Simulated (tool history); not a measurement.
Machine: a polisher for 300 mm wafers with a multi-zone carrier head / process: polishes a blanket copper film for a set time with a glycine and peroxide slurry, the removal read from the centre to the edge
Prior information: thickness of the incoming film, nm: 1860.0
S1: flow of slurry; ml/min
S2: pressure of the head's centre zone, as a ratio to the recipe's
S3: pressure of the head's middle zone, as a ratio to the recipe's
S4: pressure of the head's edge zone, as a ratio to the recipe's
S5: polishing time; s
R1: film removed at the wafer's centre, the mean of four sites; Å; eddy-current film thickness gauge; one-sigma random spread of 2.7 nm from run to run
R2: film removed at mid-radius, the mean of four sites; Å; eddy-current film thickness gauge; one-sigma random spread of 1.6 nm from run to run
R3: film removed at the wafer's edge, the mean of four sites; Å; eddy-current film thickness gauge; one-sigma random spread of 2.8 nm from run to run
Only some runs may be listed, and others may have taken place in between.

run 1 hour=0.0 | S1=220 S2=1.00 S3=1.00 S4=1.00 S5=58 | R1=3313.1 R2=3365.6 R3=3212.5
run 2 hour=1.3 | S1=220 S2=1.00 S3=1.00 S4=0.95 S5=58 | R1=3303.6 R2=3351.4 R3=3132.3
run 3 hour=4.2 | S1=220 S2=1.00 S3=1.05 S4=0.95 S5=58 | R1=3334.8 R2=3512.9 R3=3166.5
run 4 hour=13.2 | S1=205 S2=0.99 S3=0.98 S4=0.95 S5=56 | R1=3119.6 R2=3174.6 R3=3080.1
run 5 hour=20.2 | S1=210 S2=1.00 S3=0.94 S4=0.94 S5=53 | R1=3034.6 R2=2907.3 R3=2897.3
run 6 hour=28.5 | S1=205 S2=0.99 S3=0.91 S4=0.92 S5=51 | R1=2861.1 R2=2718.6 R3=2711.6

What does the tool deliver on the next run?
run 7 hour=34.1 | S1=195 S2=0.98 S3=0.88 S4=0.92 S5=51 | R1=? R2=? R3=?

R1: 2808.3 Å
R2: 2617.2 Å
R3: 2741.3 Å

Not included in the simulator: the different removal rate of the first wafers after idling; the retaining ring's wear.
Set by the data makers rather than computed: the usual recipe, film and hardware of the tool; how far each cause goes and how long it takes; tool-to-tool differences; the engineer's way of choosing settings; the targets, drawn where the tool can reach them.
